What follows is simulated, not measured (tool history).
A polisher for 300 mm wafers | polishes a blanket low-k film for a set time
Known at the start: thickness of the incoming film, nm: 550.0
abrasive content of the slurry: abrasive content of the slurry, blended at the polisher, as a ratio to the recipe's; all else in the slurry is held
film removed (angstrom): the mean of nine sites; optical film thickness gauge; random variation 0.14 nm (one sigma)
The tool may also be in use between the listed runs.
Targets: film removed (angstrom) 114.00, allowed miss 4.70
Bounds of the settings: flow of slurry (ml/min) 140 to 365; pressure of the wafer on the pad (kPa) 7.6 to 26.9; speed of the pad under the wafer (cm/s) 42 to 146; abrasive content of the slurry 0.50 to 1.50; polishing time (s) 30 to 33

run	day	flow of slurry (ml/min)	pressure of the wafer on the pad (kPa)	speed of the pad under the wafer (cm/s)	abrasive content of the slurry	polishing time (s)	film removed (angstrom)
1	0.000	235	17.2	94	1.00	33	192.48
2	0.154	235	19.3	94	1.00	33	215.36
3	0.454	235	17.9	94	1.00	33	195.86
4	0.742	235	17.9	80	1.00	33	175.61
5	0.808	235	17.9	80	1.00	30	158.27
6	0.904	235	17.2	80	1.00	30	158.35
7	1.279	235	16.5	80	1.00	30	153.08
8	1.488	235	15.9	80	1.00	30	146.15
9	1.671	235	15.2	80	1.00	30	141.49
10	1.788	235	14.5	80	1.00	30	137.69

4 next moves are on the table. One of them brings every result within its allowed miss. Which?
A	1.904	245	13.8	70	0.90	31	?
B	1.904	235	14.5	54	1.10	33	?
C	1.904	240	9.7	80	1.05	33	?
D	1.904	250	15.9	70	0.90	30	?

move	film removed (angstrom)
A	120.91
B	115.17
C	122.64
D	128.23
A: nearer than the last run, and not there yet
B: meets every target
C: nearer than the last run, and not there yet
D: nearer than the last run, and not there yet
Answer: B

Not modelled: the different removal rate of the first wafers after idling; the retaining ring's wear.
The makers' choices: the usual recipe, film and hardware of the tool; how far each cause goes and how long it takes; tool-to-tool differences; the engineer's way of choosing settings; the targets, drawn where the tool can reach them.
